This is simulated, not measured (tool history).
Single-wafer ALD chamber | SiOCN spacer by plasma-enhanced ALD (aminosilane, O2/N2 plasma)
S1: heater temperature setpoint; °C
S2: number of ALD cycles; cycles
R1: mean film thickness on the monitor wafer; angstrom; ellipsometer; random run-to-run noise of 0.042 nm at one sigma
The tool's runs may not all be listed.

{"run": 1, "hour": 0.0, "S1": 385, "S2": 101, "R1": 61.737}
{"run": 2, "hour": 1.6, "S1": 385, "S2": 105, "R1": 63.513}
{"run": 3, "hour": 5.0, "S1": 385, "S2": 109, "R1": 66.658}
{"run": 4, "hour": 9.3, "S1": 385, "S2": 111, "R1": 68.289}
{"run": 5, "hour": 17.2, "S1": 375, "S2": 111, "R1": 68.077}
{"run": 6, "hour": 21.1, "S1": 364, "S2": 111, "R1": 68.238}
{"run": 7, "hour": 21.9, "S1": 364, "S2": 113, "R1": 68.797}

What does the tool deliver on the next run?
{"run": 8, "hour": 25.5, "S1": 364, "S2": 115, "R1": "?"}

{"run 8": {"R1": 70.561}}

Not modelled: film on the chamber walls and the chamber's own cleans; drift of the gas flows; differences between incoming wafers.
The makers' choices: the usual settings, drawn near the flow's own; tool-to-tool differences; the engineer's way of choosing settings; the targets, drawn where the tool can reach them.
